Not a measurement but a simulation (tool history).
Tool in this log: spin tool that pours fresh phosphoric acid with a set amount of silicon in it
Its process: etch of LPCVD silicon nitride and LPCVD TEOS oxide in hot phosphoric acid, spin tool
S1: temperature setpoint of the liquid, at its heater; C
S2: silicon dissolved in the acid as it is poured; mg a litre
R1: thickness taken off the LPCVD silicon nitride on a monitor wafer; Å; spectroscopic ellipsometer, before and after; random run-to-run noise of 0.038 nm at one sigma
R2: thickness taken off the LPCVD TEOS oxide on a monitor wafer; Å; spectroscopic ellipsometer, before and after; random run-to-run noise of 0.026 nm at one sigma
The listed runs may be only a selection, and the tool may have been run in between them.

Run 1, day 0.000: S1 161.0 C, S2 17.5 mg a litre, time under the liquid (s) 90. Result: R1 82.017 Å, R2 2.2659 Å.
Run 2, day 0.112: S1 161.0 C, S2 22.5 mg a litre, time under the liquid (s) 90. Result: R1 81.868 Å, R2 1.6201 Å.
Run 3, day 0.300: S1 161.0 C, S2 32.5 mg a litre, time under the liquid (s) 90. Result: R1 81.951 Å, R2 1.3367 Å.
Run 4, day 0.488: S1 160.0 C, S2 32.5 mg a litre, time under the liquid (s) 90. Result: R1 78.386 Å, R2 1.0842 Å.
Run 5, day 0.758: S1 159.5 C, S2 24.0 mg a litre, time under the liquid (s) 90. Result: R1 78.017 Å, R2 1.3878 Å.
Run 6, day 0.867: S1 159.0 C, S2 18.0 mg a litre, time under the liquid (s) 90. Result: R1 76.373 Å, R2 1.3519 Å.
Run 7, day 1.175: S1 159.5 C, S2 13.0 mg a litre, time under the liquid (s) 90. Result: R1 77.875 Å, R2 2.0554 Å.

What does the tool deliver on the next run?
Run 8, day 1.296: S1 159.0 C, S2 10.0 mg a litre, time under the liquid (s) 90. Result: R1 ?, R2 ?.

R1: 76.289 Å
R2: 2.0817 Å

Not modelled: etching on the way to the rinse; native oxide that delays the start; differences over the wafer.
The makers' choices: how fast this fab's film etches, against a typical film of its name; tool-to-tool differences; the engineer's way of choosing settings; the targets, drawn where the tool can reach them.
